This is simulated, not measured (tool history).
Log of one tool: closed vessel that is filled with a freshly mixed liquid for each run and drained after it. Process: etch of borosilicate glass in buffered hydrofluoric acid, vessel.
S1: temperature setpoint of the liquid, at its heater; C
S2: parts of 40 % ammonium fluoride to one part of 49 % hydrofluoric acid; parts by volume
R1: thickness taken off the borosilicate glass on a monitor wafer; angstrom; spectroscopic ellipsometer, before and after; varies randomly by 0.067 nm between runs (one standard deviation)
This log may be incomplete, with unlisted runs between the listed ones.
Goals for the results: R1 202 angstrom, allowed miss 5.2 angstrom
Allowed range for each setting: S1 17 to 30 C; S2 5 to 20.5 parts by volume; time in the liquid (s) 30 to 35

run 1 hour=0 | S1=22 S2=12.5 time_in_the_liquid_(s)=35 | R1=329.67
run 2 hour=4.8 | S1=20.5 S2=12.5 time_in_the_liquid_(s)=35 | R1=302.36
run 3 hour=13.2 | S1=20 S2=13 time_in_the_liquid_(s)=35 | R1=284.84
run 4 hour=18.8 | S1=20 S2=10 time_in_the_liquid_(s)=35 | R1=367.11
run 5 hour=26.2 | S1=19.5 S2=10.5 time_in_the_liquid_(s)=35 | R1=340.01
run 6 hour=30.9 | S1=19.5 S2=13 time_in_the_liquid_(s)=35 | R1=275.88
run 7 hour=34.3 | S1=19 S2=13.5 time_in_the_liquid_(s)=35 | R1=259.78
run 8 hour=40.9 | S1=17 S2=16 time_in_the_liquid_(s)=35 | R1=195.87

Which of these 4 next moves meets every target?
run A hour=47.5 | S1=19.5 S2=14 time_in_the_liquid_(s)=30 | R1=?
run B hour=47.5 | S1=19 S2=16.5 time_in_the_liquid_(s)=35 | R1=?
run C hour=47.5 | S1=17.5 S2=15 time_in_the_liquid_(s)=35 | R1=?
run D hour=47.5 | S1=18.5 S2=14.5 time_in_the_liquid_(s)=30 | R1=?

move=A R1=221.2
move=B R1=213.27
move=C R1=215.7
move=D R1=202.15
A: carries the result that was furthest off beyond its target, to the other side
B: carries the result that was furthest off beyond its target, to the other side
C: carries the result that was furthest off beyond its target, to the other side
D: all results land within tolerance of their targets
D is the move that brings every result within its allowed miss.

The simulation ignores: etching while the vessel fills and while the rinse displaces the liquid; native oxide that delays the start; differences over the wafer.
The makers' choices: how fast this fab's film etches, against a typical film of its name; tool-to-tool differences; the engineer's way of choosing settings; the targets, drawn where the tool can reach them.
